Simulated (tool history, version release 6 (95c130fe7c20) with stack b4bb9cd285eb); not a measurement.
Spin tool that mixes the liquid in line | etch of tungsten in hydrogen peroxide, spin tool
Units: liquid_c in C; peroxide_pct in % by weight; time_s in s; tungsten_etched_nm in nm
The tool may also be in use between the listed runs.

run  hour  liquid_c  peroxide_pct  time_s  tungsten_etched_nm
  1     0        50            16      45              73.299
  2   1.7      51.5            16      45              80.127
  3   6.4      51.5            15      45              77.893
  4  12.5      51.5            15      50              86.352
  5  19.2      52.5            15      50              91.516
  6  20.5      53.5            15      50              97.817
  7  24.1      54.5            15      50              103.08

Run 8 comes next. What will it give?
  8  32.7      55.5            15      50                   ?

Run 8 gave tungsten_etched_nm 110.52 nm.

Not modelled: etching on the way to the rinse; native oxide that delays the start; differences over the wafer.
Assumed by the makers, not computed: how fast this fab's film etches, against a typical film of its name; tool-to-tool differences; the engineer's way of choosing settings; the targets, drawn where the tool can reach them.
